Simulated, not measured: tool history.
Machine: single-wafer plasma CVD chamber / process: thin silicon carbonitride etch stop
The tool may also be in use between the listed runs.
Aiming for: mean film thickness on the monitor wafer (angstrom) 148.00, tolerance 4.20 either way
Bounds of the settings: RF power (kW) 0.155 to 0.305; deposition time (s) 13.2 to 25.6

run  hour  RF power (kW)  deposition time (s)  mean film thickness on the monitor wafer (angstrom)
  1   0.0          0.230                 19.4                                               116.44
  2   2.3          0.230                 16.8                                               100.08
  3   8.5          0.230                 18.3                                               109.64
  4  13.6          0.230                 15.8                                                94.89
  5  15.0          0.235                 16.9                                               102.02
  6  18.1          0.235                 18.7                                               112.91
  7  20.3          0.235                 18.7                                               112.70
  8  27.4          0.240                 19.3                                               117.36
  9  35.8          0.245                 19.8                                               119.92
 10  43.5          0.270                 22.9                                               142.24
 11  52.4          0.270                 23.0                                               142.92

4 candidate next runs follow, results not yet known. Just one meets every target within its allowed miss. Identify it.
  A  61.3          0.250                 24.2                                                    ?
  B  61.3          0.265                 22.3                                                    ?
  C  61.3          0.305                 21.0                                                    ?
  D  61.3          0.260                 22.2                                                    ?

move  mean film thickness on the monitor wafer (angstrom)
   A                                               147.51
   B                                               137.74
   C                                               134.00
   D                                               136.53
A: in spec on every target
B: its largest miss is bigger than the last run's
C: its largest miss is bigger than the last run's
D: its largest miss is bigger than the last run's
A meets every target.
